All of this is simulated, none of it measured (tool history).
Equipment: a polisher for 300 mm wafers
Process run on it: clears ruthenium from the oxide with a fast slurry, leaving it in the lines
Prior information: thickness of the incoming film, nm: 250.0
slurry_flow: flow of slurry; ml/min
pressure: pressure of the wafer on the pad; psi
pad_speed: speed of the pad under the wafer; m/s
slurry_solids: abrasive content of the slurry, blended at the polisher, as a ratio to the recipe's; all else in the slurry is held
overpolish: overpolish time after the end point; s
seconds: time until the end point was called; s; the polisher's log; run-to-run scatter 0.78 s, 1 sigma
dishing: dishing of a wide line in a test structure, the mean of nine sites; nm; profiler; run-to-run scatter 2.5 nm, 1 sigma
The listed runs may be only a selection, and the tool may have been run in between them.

run  hour  slurry_flow  pressure  pad_speed  slurry_solids  overpolish  seconds  dishing
  1     0          150       2.2        1.2              1          29   61.794    71.86
  2     2          150         2        1.2              1          29   67.812   72.094
  3     6          150       2.4        1.2              1          29   58.813   73.327
  4   9.2          150       2.4        1.2              1          25   58.188    67.57
  5  10.5          150       2.4       0.98              1          25   71.612   60.132
  6  11.2          135       2.4       0.98              1          25   72.574   61.632
  7  12.1          135       2.5          1              1          28   69.229   67.723
  8  13.8          135       2.6          1              1          30    65.55   69.771

Run 9 comes next. What will it give?
  9  16.2          135       2.7       1.02              1          33        ?        ?

{"run 9": {"seconds": 63.463, "dishing": 81.27}}
